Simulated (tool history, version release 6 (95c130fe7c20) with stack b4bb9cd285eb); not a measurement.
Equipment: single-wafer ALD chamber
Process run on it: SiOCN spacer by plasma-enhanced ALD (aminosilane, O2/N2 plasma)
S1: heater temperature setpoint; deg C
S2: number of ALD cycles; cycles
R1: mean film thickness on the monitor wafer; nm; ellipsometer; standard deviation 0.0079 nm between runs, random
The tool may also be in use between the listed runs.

Run 1, hour 0: S1 415 deg C, S2 50 cycles. Result: R1 3.2384 nm.
Run 2, hour 5.4: S1 411 deg C, S2 50 cycles. Result: R1 3.2742 nm.
Run 3, hour 11.8: S1 413 deg C, S2 49 cycles. Result: R1 3.1752 nm.
Run 4, hour 17.5: S1 413 deg C, S2 55 cycles. Result: R1 3.5821 nm.
Run 5, hour 24.9: S1 405 deg C, S2 55 cycles. Result: R1 3.6645 nm.
Run 6, hour 25.8: S1 408 deg C, S2 53 cycles. Result: R1 3.4965 nm.
Run 7, hour 30.9: S1 411 deg C, S2 52 cycles. Result: R1 3.4162 nm.
Run 8, hour 34.6: S1 413 deg C, S2 51 cycles. Result: R1 3.3146 nm.
Run 9, hour 40.2: S1 415 deg C, S2 50 cycles. Result: R1 3.2426 nm.

What will run 10 give?
Run 10, hour 46.4: S1 416 deg C, S2 49 cycles. Result: R1 ?.

R1: 3.1598 nm
